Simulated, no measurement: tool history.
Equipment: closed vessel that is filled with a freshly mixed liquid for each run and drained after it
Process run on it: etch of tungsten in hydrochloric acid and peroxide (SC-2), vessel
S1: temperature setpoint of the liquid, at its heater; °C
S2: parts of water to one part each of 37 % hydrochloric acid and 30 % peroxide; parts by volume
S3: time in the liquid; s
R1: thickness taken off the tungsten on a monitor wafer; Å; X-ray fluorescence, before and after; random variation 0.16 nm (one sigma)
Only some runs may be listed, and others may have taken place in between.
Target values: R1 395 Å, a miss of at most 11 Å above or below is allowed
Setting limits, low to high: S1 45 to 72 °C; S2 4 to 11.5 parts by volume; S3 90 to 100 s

run	hour	S1	S2	S3	R1
1	0	61	6.5	90	806.41
2	1	59.5	6.5	90	724.45
3	7.7	59.5	6.5	90	730.22
4	13.4	58.5	6.5	90	686.61
5	19.8	58.5	5.5	90	780.03
6	24.4	58.5	5.5	100	866.58
7	28.3	57	5.5	100	784.38
8	36.6	56	5.5	100	735.24
9	40.9	55	5.5	100	685.24
10	46.3	54	5.5	100	642.87
11	54.9	53	5.5	100	605.8
12	58.9	52	5.5	100	567.63
13	63.7	51.5	5.5	100	550.96
14	68.6	51.5	5.5	100	546.47
15	76.4	51	5.5	100	535.93
16	80.3	50.5	5.5	100	511.26

Of the 4 settings listed for the next run, only one would bring every result within its allowed miss of target. Which one?
A	84.2	54.5	5	100	?
B	84.2	45	5	95	?
C	84.2	46.5	5.5	100	?
D	84.2	48	5	100	?

move	R1
A	718.82
B	362.05
C	394.17
D	467.55
A: further off than the last run
B: takes the biggest miss from the last run beyond its target
C: meets every target
D: better than the last run, though not everything is in spec
The move that meets every target is C.

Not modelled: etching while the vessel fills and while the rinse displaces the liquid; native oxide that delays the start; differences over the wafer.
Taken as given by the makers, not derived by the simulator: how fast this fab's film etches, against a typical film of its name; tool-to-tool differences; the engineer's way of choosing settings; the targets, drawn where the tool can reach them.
